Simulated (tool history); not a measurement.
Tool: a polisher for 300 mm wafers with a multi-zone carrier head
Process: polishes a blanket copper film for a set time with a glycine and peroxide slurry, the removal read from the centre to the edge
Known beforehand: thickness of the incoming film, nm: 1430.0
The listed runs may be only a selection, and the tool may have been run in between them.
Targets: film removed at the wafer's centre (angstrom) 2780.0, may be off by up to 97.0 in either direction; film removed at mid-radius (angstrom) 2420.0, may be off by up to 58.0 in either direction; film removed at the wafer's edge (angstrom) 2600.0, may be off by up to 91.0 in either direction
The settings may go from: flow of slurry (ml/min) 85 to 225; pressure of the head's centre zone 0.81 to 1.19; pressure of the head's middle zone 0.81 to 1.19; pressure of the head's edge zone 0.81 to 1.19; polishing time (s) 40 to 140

run	hour	flow of slurry (ml/min)	pressure of the head's centre zone	pressure of the head's middle zone	pressure of the head's edge zone	polishing time (s)	film removed at the wafer's centre (angstrom)	film removed at mid-radius (angstrom)	film removed at the wafer's edge (angstrom)
1	0.0	145	1.00	1.00	1.00	90	3566.5	3413.3	3299.1
2	3.2	145	1.00	1.00	1.08	90	3673.4	3335.7	3456.3
3	6.5	145	1.00	1.00	1.08	70	2830.7	2601.9	2617.5
4	13.2	145	1.05	1.00	1.08	70	2924.9	2604.1	2685.4
5	17.8	145	1.05	1.00	1.08	80	3425.1	2980.2	2995.1
6	23.0	140	1.05	0.99	1.07	79	3271.2	2899.3	2949.9
7	24.3	135	1.05	0.98	1.06	79	3305.2	2844.8	3002.8
8	32.5	135	1.05	0.97	1.05	78	3248.8	2817.9	2947.7
9	34.7	95	1.00	0.87	0.95	74	2746.2	2339.4	2558.4
10	35.9	95	1.00	0.87	0.95	74	2771.5	2340.8	2533.0

Exactly one of the 5 candidate moves below puts every result within its allowed miss. Which one?
A	37.1	95	1.00	0.82	0.90	75	?	?	?
B	37.1	100	1.02	0.81	1.00	72	?	?	?
C	37.1	90	0.97	0.83	1.00	75	?	?	?
D	37.1	85	1.07	0.86	0.95	73	?	?	?
E	37.1	145	0.97	0.89	0.98	71	?	?	?

move	film removed at the wafer's centre (angstrom)	film removed at mid-radius (angstrom)	film removed at the wafer's edge (angstrom)
A	2837.4	2223.6	2471.3
B	2798.8	2129.7	2507.0
C	2733.3	2226.8	2581.6
D	2880.0	2210.5	2436.0
E	2807.3	2396.8	2540.9
A: its largest miss is bigger than the last run's
B: its largest miss is bigger than the last run's
C: its largest miss is bigger than the last run's
D: its largest miss is bigger than the last run's
E: each result inside its tolerance
So the answer is move E, the one that meets all the targets.
